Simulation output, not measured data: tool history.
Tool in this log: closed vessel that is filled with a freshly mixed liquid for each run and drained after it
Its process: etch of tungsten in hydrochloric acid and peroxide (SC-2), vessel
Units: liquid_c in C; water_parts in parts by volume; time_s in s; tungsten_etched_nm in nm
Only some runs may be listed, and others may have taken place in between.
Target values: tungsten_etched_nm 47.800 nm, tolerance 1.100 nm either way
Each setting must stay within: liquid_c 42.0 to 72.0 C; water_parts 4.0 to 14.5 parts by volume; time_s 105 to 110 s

| run | hour | liquid_c | water_parts | time_s | tungsten_etched_nm |
|---|---|---|---|---|---|
| 1 | 0.0 | 58.0 | 8.0 | 105 | 23.159 |
| 2 | 7.9 | 58.0 | 8.0 | 110 | 24.578 |
| 3 | 15.3 | 59.0 | 8.0 | 110 | 26.473 |
| 4 | 17.7 | 52.0 | 8.0 | 110 | 16.580 |
| 5 | 22.4 | 52.0 | 11.0 | 110 | 12.635 |
| 6 | 23.2 | 52.0 | 11.0 | 110 | 12.798 |
| 7 | 29.0 | 54.0 | 11.0 | 110 | 14.593 |
| 8 | 34.4 | 62.0 | 10.5 | 110 | 25.060 |
| 9 | 35.8 | 63.0 | 10.5 | 110 | 26.905 |
| 10 | 40.0 | 64.0 | 10.5 | 110 | 28.702 |
|  | 46.7 | new drum of peroxide connected |
| 11 | 46.7 | 65.0 | 10.5 | 110 | 31.484 |
| 12 | 52.6 | 65.5 | 10.5 | 110 | 32.423 |
| 13 | 55.8 | 66.0 | 10.5 | 110 | 33.045 |
| 14 | 60.5 | 66.5 | 10.5 | 110 | 34.226 |
| 15 | 62.3 | 67.0 | 10.5 | 110 | 35.281 |
| 16 | 69.8 | 67.5 | 10.5 | 110 | 36.169 |

Consider the 5 candidate settings below. Which is the only one whose results all fall within their allowed miss of target?
| A | 77.3 | 66.5 | 7.0 | 110 | ? |
| B | 77.3 | 63.0 | 12.0 | 105 | ? |
| C | 77.3 | 65.0 | 5.5 | 110 | ? |
| D | 77.3 | 68.0 | 8.5 | 105 | ? |
| E | 77.3 | 71.5 | 8.0 | 110 | ? |

| move | tungsten_etched_nm |
|---|---|
| A | 47.485 |
| B | 23.538 |
| C | 52.029 |
| D | 42.516 |
| E | 57.539 |
A: in spec on every target
B: its largest miss is bigger than the last run's
C: takes the result that was furthest off past its target
D: closes in on the targets versus the last run, not all within tolerance yet
E: takes the result that was furthest off past its target
Go with A: it meets all targets.
